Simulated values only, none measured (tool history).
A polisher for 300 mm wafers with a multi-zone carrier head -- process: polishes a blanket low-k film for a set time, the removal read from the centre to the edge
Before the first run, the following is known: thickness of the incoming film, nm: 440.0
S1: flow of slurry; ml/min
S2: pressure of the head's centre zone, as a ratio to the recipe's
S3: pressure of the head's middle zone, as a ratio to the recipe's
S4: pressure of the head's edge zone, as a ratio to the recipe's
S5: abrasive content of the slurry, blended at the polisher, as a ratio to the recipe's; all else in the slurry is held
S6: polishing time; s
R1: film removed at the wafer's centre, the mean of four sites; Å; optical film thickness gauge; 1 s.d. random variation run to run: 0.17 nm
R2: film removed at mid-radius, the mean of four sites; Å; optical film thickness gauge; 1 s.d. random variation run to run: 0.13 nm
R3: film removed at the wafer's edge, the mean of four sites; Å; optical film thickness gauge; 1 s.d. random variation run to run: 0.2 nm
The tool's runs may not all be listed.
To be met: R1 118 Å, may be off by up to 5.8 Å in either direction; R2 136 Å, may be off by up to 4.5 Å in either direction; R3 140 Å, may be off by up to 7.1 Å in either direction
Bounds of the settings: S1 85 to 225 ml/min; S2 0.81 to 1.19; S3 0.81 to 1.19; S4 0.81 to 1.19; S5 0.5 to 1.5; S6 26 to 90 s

run	hour	S1	S2	S3	S4	S5	S6	R1	R2	R3
1	0	145	1	1	1	1	58	161	159.22	160.09
2	2.3	145	1	1.04	1	1	58	164.48	165.11	160.44
3	5.3	145	1	1	1	1	58	162.37	159.4	160.01
4	7.7	145	0.96	1	1	1	58	153.88	156.57	159.63
5	16.7	135	0.93	1	0.98	0.95	58	141.44	152.91	149.09
6	20.1	135	0.93	1	0.98	1.1	58	154.33	166.67	164.89
7	22.6	135	0.93	1	0.98	1.1	58	155.13	165.62	165.04
8	25.3	130	0.9	0.97	0.97	1.05	58	143.31	156.39	153.53
9	30	125	0.88	0.95	0.98	1.05	58	140.07	152.33	158.77
10	36.1	125	0.88	0.95	0.98	1.05	58	140.5	152.41	155.34
11	43.4	95	0.81	0.92	0.94	0.9	58	104.28	124.81	134.67
12	51.7	105	0.82	0.92	0.94	0.9	58	111.58	131.27	134.09
13	55	110	0.82	0.92	0.95	0.9	58	114.23	131.04	136.27
14	60.2	110	0.82	0.92	0.96	0.9	58	116.11	130.06	140.61

Below are 5 possible settings for the next run. Only one of them brings all results inside the allowed miss of their targets. Which is it?
A	65.4	110	0.87	0.98	0.97	0.85	60	?	?	?
B	65.4	145	0.85	0.87	1.09	0.85	56	?	?	?
C	65.4	135	0.88	0.89	0.95	0.95	51	?	?	?
D	65.4	90	0.84	0.87	0.96	0.95	59	?	?	?
E	65.4	140	0.85	0.87	1.07	0.9	54	?	?	?

move	R1	R2	R3
A	123.19	136.1	135.98
B	121.69	125.23	141.46
C	121.25	122.68	128.09
D	116.13	123.43	136.86
E	120.89	124.54	139.68
A: all results in spec
B: its largest miss is bigger than the last run's
C: its largest miss is bigger than the last run's
D: its largest miss is bigger than the last run's
E: its largest miss is bigger than the last run's
Go with A: it meets all targets.
